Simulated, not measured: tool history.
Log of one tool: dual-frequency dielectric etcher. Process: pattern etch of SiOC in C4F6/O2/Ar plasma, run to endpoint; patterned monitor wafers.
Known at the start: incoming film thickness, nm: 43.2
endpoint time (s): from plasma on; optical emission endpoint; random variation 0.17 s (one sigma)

run 1 hour=0 | bias_power_(kW)=0.472 source_power_(kW)=0.3 | endpoint_time_(s)=17.319
run 2 hour=2.1 | bias_power_(kW)=0.432 source_power_(kW)=0.29 | endpoint_time_(s)=18.234
run 3 hour=4.4 | bias_power_(kW)=0.403 source_power_(kW)=0.29 | endpoint_time_(s)=18.709
run 4 hour=6.2 | bias_power_(kW)=0.458 source_power_(kW)=0.29 | endpoint_time_(s)=17.659
run 5 hour=7.8 | bias_power_(kW)=0.458 source_power_(kW)=0.33 | endpoint_time_(s)=16.735
run 6 hour=15.4 | bias_power_(kW)=0.458 source_power_(kW)=0.3 | endpoint_time_(s)=17.472

Forecast run 7:
run 7 hour=23.2 | bias_power_(kW)=0.42 source_power_(kW)=0.29 | endpoint_time_(s)=?

{"run 7": {"endpoint time (s)": 18.304}}
